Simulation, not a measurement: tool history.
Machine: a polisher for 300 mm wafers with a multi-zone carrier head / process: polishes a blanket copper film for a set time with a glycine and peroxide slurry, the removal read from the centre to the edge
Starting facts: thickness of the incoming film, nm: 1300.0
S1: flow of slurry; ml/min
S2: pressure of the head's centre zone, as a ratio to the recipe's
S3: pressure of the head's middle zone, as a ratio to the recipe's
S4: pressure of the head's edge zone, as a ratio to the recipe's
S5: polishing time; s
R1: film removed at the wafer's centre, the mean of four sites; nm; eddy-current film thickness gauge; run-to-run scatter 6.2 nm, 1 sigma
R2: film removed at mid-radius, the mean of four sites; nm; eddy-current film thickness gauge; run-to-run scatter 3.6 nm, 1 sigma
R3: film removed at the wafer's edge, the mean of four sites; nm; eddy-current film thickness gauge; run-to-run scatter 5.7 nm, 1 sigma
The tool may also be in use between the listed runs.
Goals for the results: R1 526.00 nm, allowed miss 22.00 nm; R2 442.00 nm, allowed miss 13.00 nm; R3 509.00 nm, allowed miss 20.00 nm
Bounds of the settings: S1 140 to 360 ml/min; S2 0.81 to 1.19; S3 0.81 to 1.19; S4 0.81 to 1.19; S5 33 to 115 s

Run 1, hour 0.0: S1 230 ml/min, S2 1.00, S3 1.00, S4 1.00, S5 73 s. Result: R1 404.31 nm, R2 410.94 nm, R3 398.56 nm.
Run 2, hour 2.1: S1 230 ml/min, S2 1.05, S3 1.00, S4 1.00, S5 73 s. Result: R1 417.35 nm, R2 411.64 nm, R3 402.90 nm.
Run 3, hour 5.8: S1 240 ml/min, S2 1.09, S3 0.98, S4 1.05, S5 75 s. Result: R1 446.77 nm, R2 419.91 nm, R3 423.39 nm.
Run 4, hour 9.2: S1 240 ml/min, S2 1.04, S3 0.98, S4 1.05, S5 75 s. Result: R1 430.78 nm, R2 414.50 nm, R3 416.66 nm.
Run 5, hour 15.4: S1 240 ml/min, S2 1.04, S3 0.94, S4 1.05, S5 75 s. Result: R1 434.08 nm, R2 407.41 nm, R3 421.85 nm.
Run 6, hour 23.2: S1 240 ml/min, S2 1.05, S3 0.92, S4 1.08, S5 78 s. Result: R1 456.77 nm, R2 410.80 nm, R3 442.68 nm.
Run 7, hour 27.7: S1 240 ml/min, S2 1.05, S3 0.92, S4 1.08, S5 78 s. Result: R1 455.38 nm, R2 413.53 nm, R3 442.24 nm.
Run 8, hour 31.9: S1 245 ml/min, S2 1.06, S3 0.91, S4 1.10, S5 80 s. Result: R1 454.62 nm, R2 424.44 nm, R3 457.51 nm.
Run 9, hour 34.8: S1 245 ml/min, S2 1.09, S3 0.89, S4 1.11, S5 82 s. Result: R1 484.62 nm, R2 428.30 nm, R3 478.39 nm.
Run 10, hour 40.6: S1 250 ml/min, S2 1.11, S3 0.89, S4 1.12, S5 83 s. Result: R1 506.67 nm, R2 431.27 nm, R3 484.34 nm.

Below are 5 possible settings for the next run. Only one of them brings all results inside the allowed miss of their targets. Which is it?
Run A, hour 46.4: S1 235 ml/min, S2 1.08, S3 0.93, S4 1.11, S5 81 s. Result: R1 ?, R2 ?, R3 ?.
Run B, hour 46.4: S1 250 ml/min, S2 1.13, S3 0.87, S4 1.16, S5 86 s. Result: R1 ?, R2 ?, R3 ?.
Run C, hour 46.4: S1 305 ml/min, S2 1.14, S3 0.89, S4 1.15, S5 79 s. Result: R1 ?, R2 ?, R3 ?.
Run D, hour 46.4: S1 205 ml/min, S2 0.98, S3 0.84, S4 1.19, S5 89 s. Result: R1 ?, R2 ?, R3 ?.
Run E, hour 46.4: S1 280 ml/min, S2 1.19, S3 0.86, S4 0.99, S5 81 s. Result: R1 ?, R2 ?, R3 ?.

move      R1      R2      R3
   A  471.89  431.33  463.80
   B  524.83  436.72  505.74
   C  498.00  418.11  470.68
   D  467.60  427.09  518.55
   E  524.05  412.95  449.35
A: misses by more than the last run did
B: each result inside its tolerance
C: misses by more than the last run did
D: meets the target for the result that was furthest off, but another lies outside its allowed miss
E: misses by more than the last run did
B is the move that brings every result within its allowed miss.
